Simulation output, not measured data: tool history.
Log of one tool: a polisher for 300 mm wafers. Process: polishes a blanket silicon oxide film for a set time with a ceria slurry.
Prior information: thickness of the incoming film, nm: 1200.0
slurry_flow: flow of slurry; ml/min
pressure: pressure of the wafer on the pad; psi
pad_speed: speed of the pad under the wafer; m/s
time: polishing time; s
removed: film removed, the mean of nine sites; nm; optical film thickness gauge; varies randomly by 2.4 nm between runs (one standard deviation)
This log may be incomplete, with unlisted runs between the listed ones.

run,hour,slurry_flow,pressure,pad_speed,time,removed
1,0.0,125,2.2,1.14,62,224.49
2,7.2,125,2.1,1.14,62,217.15
3,13.4,125,2.0,1.14,62,200.84
4,19.4,125,2.6,1.14,62,259.61
5,27.9,125,2.3,1.12,62,231.71
6,31.2,125,2.3,1.26,62,243.86
7,38.6,125,2.1,1.24,62,222.32

What does the tool deliver on the next run?
8,45.6,125,1.9,1.22,62,?

Run 8 yielded removed 205.71 nm.

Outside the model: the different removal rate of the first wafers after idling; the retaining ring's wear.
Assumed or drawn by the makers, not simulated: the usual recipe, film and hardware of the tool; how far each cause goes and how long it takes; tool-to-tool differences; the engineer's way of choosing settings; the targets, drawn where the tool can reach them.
